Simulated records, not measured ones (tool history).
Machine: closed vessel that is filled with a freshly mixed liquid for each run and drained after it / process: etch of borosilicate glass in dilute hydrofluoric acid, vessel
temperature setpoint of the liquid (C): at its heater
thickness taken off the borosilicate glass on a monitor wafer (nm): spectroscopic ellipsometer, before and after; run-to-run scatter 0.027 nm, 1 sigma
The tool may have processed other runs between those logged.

run	day	temperature setpoint of the liquid (C)	parts of water to one part of 49 % hydrofluoric acid (parts by volume)	time in the liquid (s)	thickness taken off the borosilicate glass on a monitor wafer (nm)
1	0	24	195	130	15.116
2	0.058	24	255	130	10.837
3	0.254	27	255	130	11.993
4	0.3	27	255	130	12.01
5	0.458	27	255	130	12.06
6	0.625	24.5	255	130	11.006

Forecast run 7:
7	0.783	22.5	255	130	?

thickness taken off the borosilicate glass on a monitor wafer (nm): 10.233
